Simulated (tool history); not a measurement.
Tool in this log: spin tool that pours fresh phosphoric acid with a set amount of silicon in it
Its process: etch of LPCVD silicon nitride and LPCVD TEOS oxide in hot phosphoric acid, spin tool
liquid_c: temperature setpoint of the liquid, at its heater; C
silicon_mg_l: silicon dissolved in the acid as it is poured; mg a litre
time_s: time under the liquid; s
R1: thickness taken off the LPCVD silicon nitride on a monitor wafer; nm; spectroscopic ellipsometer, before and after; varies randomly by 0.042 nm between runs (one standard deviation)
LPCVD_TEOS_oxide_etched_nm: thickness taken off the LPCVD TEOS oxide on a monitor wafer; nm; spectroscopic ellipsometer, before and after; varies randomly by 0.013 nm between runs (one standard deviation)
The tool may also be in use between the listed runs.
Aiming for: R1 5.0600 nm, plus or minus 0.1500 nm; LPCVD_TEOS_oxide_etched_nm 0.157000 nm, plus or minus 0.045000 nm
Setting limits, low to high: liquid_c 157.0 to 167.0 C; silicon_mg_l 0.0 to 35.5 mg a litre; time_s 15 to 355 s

Run 1, day 0.000: liquid_c 162.0 C, silicon_mg_l 15.5 mg a litre, time_s 180 s. Result: R1 16.0260 nm, LPCVD_TEOS_oxide_etched_nm 0.413310 nm.
Run 2, day 0.288: liquid_c 161.0 C, silicon_mg_l 13.0 mg a litre, time_s 145 s. Result: R1 12.5020 nm, LPCVD_TEOS_oxide_etched_nm 0.329670 nm.
Run 3, day 0.488: liquid_c 160.5 C, silicon_mg_l 11.0 mg a litre, time_s 120 s. Result: R1 10.2200 nm, LPCVD_TEOS_oxide_etched_nm 0.278720 nm.
Run 4, day 0.600: liquid_c 160.0 C, silicon_mg_l 9.0 mg a litre, time_s 100 s. Result: R1 8.4163 nm, LPCVD_TEOS_oxide_etched_nm 0.222470 nm.
Run 5, day 0.875: liquid_c 160.0 C, silicon_mg_l 3.5 mg a litre, time_s 100 s. Result: R1 8.3669 nm, LPCVD_TEOS_oxide_etched_nm 0.279440 nm.
Run 6, day 1.029: liquid_c 159.5 C, silicon_mg_l 3.0 mg a litre, time_s 90 s. Result: R1 7.3158 nm, LPCVD_TEOS_oxide_etched_nm 0.234810 nm.
Run 7, day 1.304: liquid_c 159.0 C, silicon_mg_l 2.5 mg a litre, time_s 85 s. Result: R1 6.7894 nm, LPCVD_TEOS_oxide_etched_nm 0.233220 nm.
Run 8, day 1.550: liquid_c 157.0 C, silicon_mg_l 7.5 mg a litre, time_s 40 s. Result: R1 2.9499 nm, LPCVD_TEOS_oxide_etched_nm 0.078169 nm.
Run 9, day 1.642: liquid_c 159.5 C, silicon_mg_l 7.5 mg a litre, time_s 40 s. Result: R1 3.2972 nm, LPCVD_TEOS_oxide_etched_nm 0.086191 nm.
Run 10, day 1.929: liquid_c 160.5 C, silicon_mg_l 6.0 mg a litre, time_s 40 s. Result: R1 3.4172 nm, LPCVD_TEOS_oxide_etched_nm 0.095002 nm.
Run 11, day 2.279: liquid_c 160.5 C, silicon_mg_l 5.5 mg a litre, time_s 45 s. Result: R1 3.8255 nm, LPCVD_TEOS_oxide_etched_nm 0.116160 nm.
Run 12, day 2.562: liquid_c 160.0 C, silicon_mg_l 4.5 mg a litre, time_s 50 s. Result: R1 4.1748 nm, LPCVD_TEOS_oxide_etched_nm 0.126000 nm.
Run 13, day 2.700: liquid_c 160.5 C, silicon_mg_l 4.0 mg a litre, time_s 50 s. Result: R1 4.2369 nm, LPCVD_TEOS_oxide_etched_nm 0.130350 nm.
Run 14, day 3.008: liquid_c 161.0 C, silicon_mg_l 3.5 mg a litre, time_s 50 s. Result: R1 4.2786 nm, LPCVD_TEOS_oxide_etched_nm 0.135270 nm.
Run 15, day 3.133: liquid_c 161.0 C, silicon_mg_l 3.0 mg a litre, time_s 50 s. Result: R1 4.3232 nm, LPCVD_TEOS_oxide_etched_nm 0.128870 nm.

Which one of the following 5 next-run settings gets every result inside its allowed miss? There is exactly one.
Run A, day 3.258: liquid_c 158.0 C, silicon_mg_l 0.0 mg a litre, time_s 65 s. Result: R1 ?, LPCVD_TEOS_oxide_etched_nm ?.
Run B, day 3.258: liquid_c 164.0 C, silicon_mg_l 25.5 mg a litre, time_s 60 s. Result: R1 ?, LPCVD_TEOS_oxide_etched_nm ?.
Run C, day 3.258: liquid_c 160.5 C, silicon_mg_l 10.5 mg a litre, time_s 65 s. Result: R1 ?, LPCVD_TEOS_oxide_etched_nm ?.
Run D, day 3.258: liquid_c 162.0 C, silicon_mg_l 14.5 mg a litre, time_s 65 s. Result: R1 ?, LPCVD_TEOS_oxide_etched_nm ?.
Run E, day 3.258: liquid_c 159.0 C, silicon_mg_l 10.5 mg a litre, time_s 70 s. Result: R1 ?, LPCVD_TEOS_oxide_etched_nm ?.

move      R1  LPCVD_TEOS_oxide_etched_nm
   A  5.0447                    0.156500
   B  5.6910                    0.120620
   C  5.4882                    0.152490
   D  5.7701                    0.155000
   E  5.6196                    0.146930
A: every result within its allowed miss
B: the result that was furthest off in the last run now lies on the other side of its target
C: the result that was furthest off in the last run now lies on the other side of its target
D: the result that was furthest off in the last run now lies on the other side of its target
E: the result that was furthest off in the last run now lies on the other side of its target
So the answer is move A, the one that meets all the targets.

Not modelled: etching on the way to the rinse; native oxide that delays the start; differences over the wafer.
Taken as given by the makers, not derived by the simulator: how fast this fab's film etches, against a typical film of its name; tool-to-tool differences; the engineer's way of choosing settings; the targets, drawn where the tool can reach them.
